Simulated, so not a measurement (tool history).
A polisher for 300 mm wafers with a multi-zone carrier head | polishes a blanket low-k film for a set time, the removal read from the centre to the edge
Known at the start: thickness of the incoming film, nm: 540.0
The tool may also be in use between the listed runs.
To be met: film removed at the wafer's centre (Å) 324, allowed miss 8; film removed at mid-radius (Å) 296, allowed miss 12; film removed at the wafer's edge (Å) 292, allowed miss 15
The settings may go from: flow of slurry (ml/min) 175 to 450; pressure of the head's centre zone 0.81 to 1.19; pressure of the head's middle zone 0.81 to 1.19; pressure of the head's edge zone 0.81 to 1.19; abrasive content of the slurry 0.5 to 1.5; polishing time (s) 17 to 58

| run | day | flow of slurry (ml/min) | pressure of the head's centre zone | pressure of the head's middle zone | pressure of the head's edge zone | abrasive content of the slurry | polishing time (s) | film removed at the wafer's centre (Å) | film removed at mid-radius (Å) | film removed at the wafer's edge (Å) |
|---|---|---|---|---|---|---|---|---|---|---|
| 1 | 0 | 290 | 1 | 1 | 1 | 1 | 37 | 192.25 | 195.65 | 201.7 |
| 2 | 0.212 | 290 | 1 | 1 | 1.05 | 1 | 37 | 192.84 | 194.62 | 200.06 |
| 3 | 0.375 | 290 | 1 | 1 | 1.12 | 1 | 37 | 196.62 | 198.95 | 208.25 |
| 4 | 0.612 | 300 | 1.05 | 1.02 | 1.14 | 1.15 | 38 | 223.73 | 220.71 | 230.79 |
| 5 | 0.708 | 315 | 1.09 | 1.04 | 1.12 | 1.25 | 39 | 248.6 | 231.62 | 246.25 |
| 6 | 0.938 | 315 | 1.09 | 0.97 | 1.12 | 1.25 | 39 | 249.99 | 224.99 | 249.5 |
| 7 | 1.108 | 320 | 1.12 | 1.03 | 1.12 | 1.35 | 40 | 266.99 | 247.12 | 259.29 |
| 8 | 1.367 | 335 | 1.14 | 1.05 | 1.11 | 1.4 | 41 | 284 | 261.82 | 262.44 |
| 9 | 1.479 | 335 | 1.15 | 1.06 | 1.12 | 1.45 | 42 | 301.07 | 278.56 | 278.55 |
| 10 | 1.842 | 335 | 1.16 | 1.07 | 1.13 | 1.45 | 42 | 301.12 | 275.95 | 285.52 |

5 next moves are on the table. One of them brings every result within its allowed miss. Which?
| A | 2.204 | 320 | 1.19 | 0.82 | 1.19 | 1.25 | 46 | ? | ? | ? |
| B | 2.204 | 340 | 1.16 | 1.1 | 1.11 | 1.45 | 45 | ? | ? | ? |
| C | 2.204 | 190 | 1.1 | 1.01 | 1.19 | 1.45 | 42 | ? | ? | ? |
| D | 2.204 | 310 | 1.11 | 1.09 | 1 | 1.4 | 43 | ? | ? | ? |
| E | 2.204 | 310 | 1.06 | 1.12 | 1.11 | 1.3 | 47 | ? | ? | ? |

| move | film removed at the wafer's centre (Å) | film removed at mid-radius (Å) | film removed at the wafer's edge (Å) |
|---|---|---|---|
| A | 322.58 | 245.78 | 292.05 |
| B | 328.44 | 298.33 | 292.71 |
| C | 274.77 | 252.71 | 272.68 |
| D | 294.14 | 278.02 | 260.69 |
| E | 298.28 | 299.58 | 291.28 |
A: brings the result that was furthest off to its target, and leaves another outside
B: meets every target
C: further off than the last run
D: further off than the last run
E: further off than the last run
Move B is the one to make.

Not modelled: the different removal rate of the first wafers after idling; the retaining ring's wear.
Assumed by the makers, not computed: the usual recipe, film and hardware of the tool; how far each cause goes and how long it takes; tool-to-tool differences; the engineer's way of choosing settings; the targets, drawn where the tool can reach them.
